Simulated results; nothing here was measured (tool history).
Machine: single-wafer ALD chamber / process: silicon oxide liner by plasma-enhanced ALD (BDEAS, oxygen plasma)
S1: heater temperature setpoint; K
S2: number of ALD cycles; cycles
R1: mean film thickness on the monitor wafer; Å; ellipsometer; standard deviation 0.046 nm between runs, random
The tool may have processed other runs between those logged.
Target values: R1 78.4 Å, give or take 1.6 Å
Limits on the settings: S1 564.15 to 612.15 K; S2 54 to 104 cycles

| run | hour | S1 | S2 | R1 |
|---|---|---|---|---|
| 1 | 0 | 588.15 | 79 | 63.814 |
| 2 | 5.7 | 599.15 | 79 | 62.853 |
| 3 | 10.2 | 599.15 | 72 | 57.595 |
| 4 | 14.7 | 598.15 | 76 | 60.859 |
| 5 | 18 | 598.15 | 80 | 64.175 |
| 6 | 18.9 | 598.15 | 87 | 69.928 |
| 7 | 27.6 | 598.15 | 89 | 70.648 |
| 8 | 32.6 | 598.15 | 91 | 72.502 |
| 9 | 37.2 | 598.15 | 92 | 73.947 |

Consider the 4 candidate settings below. Which is the only one whose results all fall within their allowed miss of target?
| A | 41.8 | 599.15 | 83 | ? |
| B | 41.8 | 606.15 | 94 | ? |
| C | 41.8 | 601.15 | 86 | ? |
| D | 41.8 | 607.15 | 99 | ? |

| move | R1 |
|---|---|
| A | 66.031 |
| B | 73.985 |
| C | 68.21 |
| D | 77.801 |
A: misses by more than the last run did
B: roughly where the last run was
C: misses by more than the last run did
D: hits every target within its allowed miss
So the answer is move D, the one that meets all the targets.
